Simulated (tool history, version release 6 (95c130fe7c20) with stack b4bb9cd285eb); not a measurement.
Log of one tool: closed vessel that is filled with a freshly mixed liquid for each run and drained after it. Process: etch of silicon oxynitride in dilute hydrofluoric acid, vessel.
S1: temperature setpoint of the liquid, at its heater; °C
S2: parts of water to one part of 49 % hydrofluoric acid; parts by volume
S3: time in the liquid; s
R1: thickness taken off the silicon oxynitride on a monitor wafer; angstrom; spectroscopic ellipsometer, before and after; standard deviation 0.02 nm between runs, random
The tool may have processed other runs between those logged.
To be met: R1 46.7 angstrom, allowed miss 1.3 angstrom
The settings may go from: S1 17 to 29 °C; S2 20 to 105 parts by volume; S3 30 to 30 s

run,hour,S1,S2,S3,R1
1,0,21,55,30,20.452
2,3.9,21,35,30,32.455
3,10.8,21,20,30,56.991
4,19.7,21,20,30,57.296
5,21.1,20,20,30,54.648
6,24.7,19.5,20,30,53.18
7,31.8,19,20,30,51.963
8,32.9,18.5,20,30,50.302
9,40.1,18.5,20,30,50.912
10,49.1,18,20,30,48.875

Which single option among these 4 for the next run brings every result within its allowed miss of target? Just one does.
A,58.1,19,20,30,?
B,58.1,18.5,20,30,?
C,58.1,20,25,30,?
D,58.1,17,20,30,?

move,R1
A,52.023
B,50.694
C,43.764
D,46.881
A: misses by more than the last run did
B: misses by more than the last run did
C: carries the result that was furthest off beyond its target, to the other side
D: in spec on every target
The right move is D.

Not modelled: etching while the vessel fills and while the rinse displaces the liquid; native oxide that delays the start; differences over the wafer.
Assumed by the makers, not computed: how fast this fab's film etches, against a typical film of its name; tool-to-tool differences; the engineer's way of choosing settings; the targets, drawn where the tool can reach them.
